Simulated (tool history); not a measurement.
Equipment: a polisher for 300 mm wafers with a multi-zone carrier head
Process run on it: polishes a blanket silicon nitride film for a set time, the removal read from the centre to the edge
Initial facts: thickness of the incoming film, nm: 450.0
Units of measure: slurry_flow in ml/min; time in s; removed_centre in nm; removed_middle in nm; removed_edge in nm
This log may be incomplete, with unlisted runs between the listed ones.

Run 1, hour 0: slurry_flow 140 ml/min, centre_zone 1, middle_zone 1, edge_zone 1, time 65 s. Result: removed_centre 157.95 nm, removed_middle 161.97 nm, removed_edge 158.11 nm.
Run 2, hour 8.3: slurry_flow 145 ml/min, centre_zone 0.99, middle_zone 1, edge_zone 1.03, time 66 s. Result: removed_centre 156.53 nm, removed_middle 161.29 nm, removed_edge 160.2 nm.
Run 3, hour 10.7: slurry_flow 145 ml/min, centre_zone 0.98, middle_zone 1, edge_zone 1.05, time 69 s. Result: removed_centre 163.21 nm, removed_middle 169.48 nm, removed_edge 171.88 nm.
Run 4, hour 19.1: slurry_flow 145 ml/min, centre_zone 0.98, middle_zone 1, edge_zone 0.97, time 69 s. Result: removed_centre 163.77 nm, removed_middle 170.52 nm, removed_edge 167.05 nm.
Run 5, hour 20.5: slurry_flow 145 ml/min, centre_zone 0.91, middle_zone 1, edge_zone 0.97, time 69 s. Result: removed_centre 152.36 nm, removed_middle 166.22 nm, removed_edge 166.14 nm.
Run 6, hour 22.3: slurry_flow 150 ml/min, centre_zone 0.91, middle_zone 1.01, edge_zone 1, time 70 s. Result: removed_centre 158.15 nm, removed_middle 170.24 nm, removed_edge 170.85 nm.

Forecast run 7:
Run 7, hour 27.8: slurry_flow 185 ml/min, centre_zone 0.82, middle_zone 1.04, edge_zone 1.1, time 78 s. Result: removed_centre ?, removed_middle ?, removed_edge ?.

{"run 7": {"removed_centre": 160.57, "removed_middle": 210.05, "removed_edge": 201.69}}
